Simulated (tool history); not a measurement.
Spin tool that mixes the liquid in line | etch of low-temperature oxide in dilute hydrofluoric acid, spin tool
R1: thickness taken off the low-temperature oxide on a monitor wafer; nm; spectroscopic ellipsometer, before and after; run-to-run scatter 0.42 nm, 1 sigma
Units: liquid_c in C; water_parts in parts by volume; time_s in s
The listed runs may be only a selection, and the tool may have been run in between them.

Run 1, hour 0: liquid_c 20 C, water_parts 130 parts by volume, time_s 100 s. Result: R1 18.374 nm.
Run 2, hour 2.9: liquid_c 20 C, water_parts 130 parts by volume, time_s 110 s. Result: R1 19.926 nm.
Run 3, hour 7.5: liquid_c 20 C, water_parts 130 parts by volume, time_s 100 s. Result: R1 18.152 nm.
Run 4, hour 8.1: liquid_c 21 C, water_parts 120 parts by volume, time_s 100 s. Result: R1 21.025 nm.
Run 5, hour 14.1: liquid_c 19 C, water_parts 120 parts by volume, time_s 100 s. Result: R1 19.233 nm.
Run 6, hour 20.7: liquid_c 20 C, water_parts 110 parts by volume, time_s 100 s. Result: R1 22.147 nm.
Run 7, hour 27.9: liquid_c 21 C, water_parts 105 parts by volume, time_s 100 s. Result: R1 24.103 nm.
Run 8, hour 35.3: liquid_c 22 C, water_parts 100 parts by volume, time_s 100 s. Result: R1 26.566 nm.
Run 9, hour 42.1: liquid_c 26 C, water_parts 50 parts by volume, time_s 100 s. Result: R1 66.296 nm.
Run 10, hour 47.2: liquid_c 25.5 C, water_parts 50 parts by volume, time_s 100 s. Result: R1 64.453 nm.
Run 11, hour 55: liquid_c 25 C, water_parts 50 parts by volume, time_s 100 s. Result: R1 64.072 nm.

Predict the results of run 12:
Run 12, hour 57.1: liquid_c 24.5 C, water_parts 50 parts by volume, time_s 100 s. Result: R1 ?.

{"run 12": {"R1": 63.29}}
